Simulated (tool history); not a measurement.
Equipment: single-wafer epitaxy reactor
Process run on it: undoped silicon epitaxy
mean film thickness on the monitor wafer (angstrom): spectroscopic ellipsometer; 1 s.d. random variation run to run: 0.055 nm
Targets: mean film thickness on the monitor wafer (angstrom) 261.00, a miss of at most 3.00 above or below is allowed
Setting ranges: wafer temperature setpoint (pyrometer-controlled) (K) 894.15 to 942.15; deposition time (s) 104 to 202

run,hour,wafer temperature setpoint (pyrometer-controlled) (K),deposition time (s),mean film thickness on the monitor wafer (angstrom)
1,0.0,918.15,153,224.69
2,6.2,920.15,153,233.17
3,9.7,921.15,153,238.85
4,13.4,922.15,153,244.01
5,21.6,923.15,153,247.20
6,30.3,931.15,153,288.52
7,32.3,930.15,153,283.26
8,34.4,929.15,153,277.84
9,41.4,928.15,153,272.79
10,48.6,927.15,153,266.26

Which one of the following 5 next-run settings gets every result inside its allowed miss? There is exactly one.
A,55.8,923.15,170,?
B,55.8,930.15,147,?
C,55.8,928.15,146,?
D,55.8,931.15,142,?
E,55.8,929.15,150,?

move,mean film thickness on the monitor wafer (angstrom)
A,274.14
B,270.91
C,259.04
D,266.69
E,271.24
A: its largest miss is bigger than the last run's
B: its largest miss is bigger than the last run's
C: in spec on every target
D: its largest miss is bigger than the last run's
E: its largest miss is bigger than the last run's
So the answer is move C, the one that meets all the targets.
